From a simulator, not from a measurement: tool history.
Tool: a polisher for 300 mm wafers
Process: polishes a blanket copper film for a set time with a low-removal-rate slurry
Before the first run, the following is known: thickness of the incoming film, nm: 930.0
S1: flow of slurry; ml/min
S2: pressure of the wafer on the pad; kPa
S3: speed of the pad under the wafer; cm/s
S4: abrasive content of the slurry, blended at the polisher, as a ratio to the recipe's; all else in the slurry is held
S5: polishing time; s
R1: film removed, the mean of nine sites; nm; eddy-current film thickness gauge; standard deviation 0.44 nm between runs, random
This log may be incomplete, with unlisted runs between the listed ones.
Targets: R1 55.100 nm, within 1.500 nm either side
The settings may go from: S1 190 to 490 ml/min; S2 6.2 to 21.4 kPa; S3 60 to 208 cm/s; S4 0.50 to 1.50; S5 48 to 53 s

Run 1, hour 0.0: S1 315 ml/min, S2 13.8 kPa, S3 134 cm/s, S4 1.00, S5 53 s. Result: R1 126.550 nm.
Run 2, hour 1.5: S1 315 ml/min, S2 12.4 kPa, S3 128 cm/s, S4 1.00, S5 53 s. Result: R1 108.430 nm.
Run 3, hour 3.7: S1 315 ml/min, S2 11.7 kPa, S3 124 cm/s, S4 1.00, S5 53 s. Result: R1 101.140 nm.
Run 4, hour 9.6: S1 315 ml/min, S2 11.7 kPa, S3 124 cm/s, S4 1.15, S5 53 s. Result: R1 103.490 nm.
Run 5, hour 16.8: S1 315 ml/min, S2 11.0 kPa, S3 120 cm/s, S4 1.15, S5 53 s. Result: R1 94.162 nm.
Run 6, hour 22.8: S1 315 ml/min, S2 13.1 kPa, S3 120 cm/s, S4 1.15, S5 53 s. Result: R1 113.220 nm.
Run 7, hour 26.4: S1 315 ml/min, S2 12.4 kPa, S3 116 cm/s, S4 1.15, S5 53 s. Result: R1 102.040 nm.
Run 8, hour 34.1: S1 315 ml/min, S2 12.4 kPa, S3 116 cm/s, S4 1.15, S5 53 s. Result: R1 102.370 nm.
Run 9, hour 37.8: S1 315 ml/min, S2 11.7 kPa, S3 114 cm/s, S4 1.15, S5 53 s. Result: R1 94.916 nm.
Run 10, hour 45.0: S1 315 ml/min, S2 11.7 kPa, S3 114 cm/s, S4 1.15, S5 53 s. Result: R1 95.654 nm.
Run 11, hour 46.0: S1 310 ml/min, S2 7.6 kPa, S3 90 cm/s, S4 1.15, S5 53 s. Result: R1 50.129 nm.
Run 12, hour 52.0: S1 310 ml/min, S2 7.6 kPa, S3 90 cm/s, S4 1.15, S5 53 s. Result: R1 50.472 nm.
Run 13, hour 57.3: S1 315 ml/min, S2 7.6 kPa, S3 90 cm/s, S4 1.15, S5 53 s. Result: R1 50.252 nm.

Exactly one of the 5 candidate moves below puts every result within its allowed miss. Which one?
Run A, hour 62.6: S1 290 ml/min, S2 7.6 kPa, S3 102 cm/s, S4 1.05, S5 50 s. Result: R1 ?.
Run B, hour 62.6: S1 365 ml/min, S2 6.2 kPa, S3 120 cm/s, S4 1.30, S5 48 s. Result: R1 ?.
Run C, hour 62.6: S1 300 ml/min, S2 7.6 kPa, S3 104 cm/s, S4 1.00, S5 52 s. Result: R1 ?.
Run D, hour 62.6: S1 340 ml/min, S2 6.9 kPa, S3 104 cm/s, S4 1.05, S5 53 s. Result: R1 ?.
Run E, hour 62.6: S1 295 ml/min, S2 6.9 kPa, S3 106 cm/s, S4 0.95, S5 53 s. Result: R1 ?.

move      R1
   A  51.702
   B  51.180
   C  54.419
   D  51.735
   E  51.028
A: gains on the last run, yet a result remains outside its allowed miss
B: gains on the last run, yet a result remains outside its allowed miss
C: every result lands within tolerance
D: gains on the last run, yet a result remains outside its allowed miss
E: gains on the last run, yet a result remains outside its allowed miss
The move that meets every target is C.

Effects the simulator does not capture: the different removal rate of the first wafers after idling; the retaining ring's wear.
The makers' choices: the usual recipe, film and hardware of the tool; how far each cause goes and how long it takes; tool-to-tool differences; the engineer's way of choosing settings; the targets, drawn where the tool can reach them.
